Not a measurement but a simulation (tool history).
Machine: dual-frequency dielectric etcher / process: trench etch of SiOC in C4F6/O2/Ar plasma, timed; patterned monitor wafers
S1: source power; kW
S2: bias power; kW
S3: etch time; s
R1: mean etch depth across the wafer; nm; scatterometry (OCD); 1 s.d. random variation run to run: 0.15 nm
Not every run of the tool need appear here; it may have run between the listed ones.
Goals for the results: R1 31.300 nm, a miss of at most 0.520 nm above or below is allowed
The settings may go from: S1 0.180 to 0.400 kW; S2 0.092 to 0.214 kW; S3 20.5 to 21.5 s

run,hour,S1,S2,S3,R1
1,0.0,0.290,0.153,20.5,35.301
2,2.6,0.290,0.153,21.5,37.117
3,4.7,0.250,0.153,21.5,34.364
4,10.8,0.250,0.126,21.5,32.603
5,11.6,0.240,0.126,21.5,31.871
6,16.4,0.240,0.151,21.5,33.782
7,22.9,0.180,0.146,21.5,28.549
8,26.0,0.190,0.147,21.5,29.723
9,29.3,0.200,0.147,21.5,30.151

Which single option among these 5 for the next run brings every result within its allowed miss of target? Just one does.
A,32.6,0.190,0.163,20.5,?
B,32.6,0.200,0.160,20.5,?
C,32.6,0.200,0.146,21.5,?
D,32.6,0.200,0.144,21.0,?
E,32.6,0.200,0.180,21.0,?

move,R1
A,29.151
B,29.808
C,30.389
D,29.558
E,31.696
A: misses by more than the last run did
B: misses by more than the last run did
C: gains on the last run, yet a result remains outside its allowed miss
D: misses by more than the last run did
E: every result lands within tolerance
Answer: E
